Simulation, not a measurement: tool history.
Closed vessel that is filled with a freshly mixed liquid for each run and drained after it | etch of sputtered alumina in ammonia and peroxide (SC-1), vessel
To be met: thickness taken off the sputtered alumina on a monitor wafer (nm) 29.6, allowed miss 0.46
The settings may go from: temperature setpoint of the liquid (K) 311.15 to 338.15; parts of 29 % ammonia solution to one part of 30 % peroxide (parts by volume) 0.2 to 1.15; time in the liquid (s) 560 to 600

run,hour,temperature setpoint of the liquid (K),parts of 29 % ammonia solution to one part of 30 % peroxide (parts by volume),time in the liquid (s),thickness taken off the sputtered alumina on a monitor wafer (nm)
1,0,322.15,0.65,560,43.329
2,1.5,322.15,0.55,560,42.247
3,9.7,325.15,0.55,560,50.446
4,13.7,325.15,0.45,560,49.259
5,16.8,322.15,0.45,560,41.818
6,18,322.15,0.45,600,44.88
7,18.8,320.15,0.45,600,39.89
8,23.5,318.65,0.45,600,36.804
9,29.6,317.65,0.45,600,34.675
10,37.8,316.65,0.45,600,32.973
11,43.8,316.15,0.45,600,31.764
12,52.1,315.65,0.45,600,31.121

4 next moves are on the table. One of them brings every result within its allowed miss. Which?
A,60.4,314.65,0.6,560,?
B,60.4,316.15,0.45,600,?
C,60.4,316.15,0.6,600,?
D,60.4,315.65,0.35,585,?

move,thickness taken off the sputtered alumina on a monitor wafer (nm)
A,28.074
B,31.927
C,32.817
D,29.522
A: takes the result that was furthest off past its target
B: further off than the last run
C: further off than the last run
D: meets every target
Answer: D
